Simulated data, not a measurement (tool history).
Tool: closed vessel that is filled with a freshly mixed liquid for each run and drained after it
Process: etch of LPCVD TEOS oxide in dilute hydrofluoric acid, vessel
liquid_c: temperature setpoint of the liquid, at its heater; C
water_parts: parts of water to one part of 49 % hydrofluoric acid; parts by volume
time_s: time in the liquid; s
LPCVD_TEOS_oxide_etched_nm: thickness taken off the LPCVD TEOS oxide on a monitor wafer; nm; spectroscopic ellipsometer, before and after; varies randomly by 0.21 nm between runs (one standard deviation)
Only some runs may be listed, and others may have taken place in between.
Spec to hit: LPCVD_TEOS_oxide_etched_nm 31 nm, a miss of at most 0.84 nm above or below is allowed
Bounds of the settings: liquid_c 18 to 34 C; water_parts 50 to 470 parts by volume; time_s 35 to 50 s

run	hour	liquid_c	water_parts	time_s	LPCVD_TEOS_oxide_etched_nm
1	0	26	260	50	7.9263
2	5.5	27.5	220	50	10.354
3	7.2	28.5	190	50	13.011
4	14.9	29.5	170	50	15.197
5	22.1	29.5	205	50	12.32
6	22.7	29.5	205	35	8.5511
7	31.3	33.5	100	50	32.903
8	35	33	100	50	32.164
# hour 36.4: thermometer replaced
9	36.4	32.5	100	50	34.554
10	36.9	32	100	50	33.79
11	40.5	31.5	100	50	33.491

Consider the 4 candidate settings below. Which is the only one whose results all fall within their allowed miss of target?
A	44.1	32.5	90	45	?
B	44.1	25	85	50	?
C	44.1	29	60	35	?
D	44.1	28	85	50	?

move	LPCVD_TEOS_oxide_etched_nm
A	34.481
B	30.643
C	36.828
D	34.466
A: further off than the last run
B: each result inside its tolerance
C: further off than the last run
D: further off than the last run
Move B is the one to make.

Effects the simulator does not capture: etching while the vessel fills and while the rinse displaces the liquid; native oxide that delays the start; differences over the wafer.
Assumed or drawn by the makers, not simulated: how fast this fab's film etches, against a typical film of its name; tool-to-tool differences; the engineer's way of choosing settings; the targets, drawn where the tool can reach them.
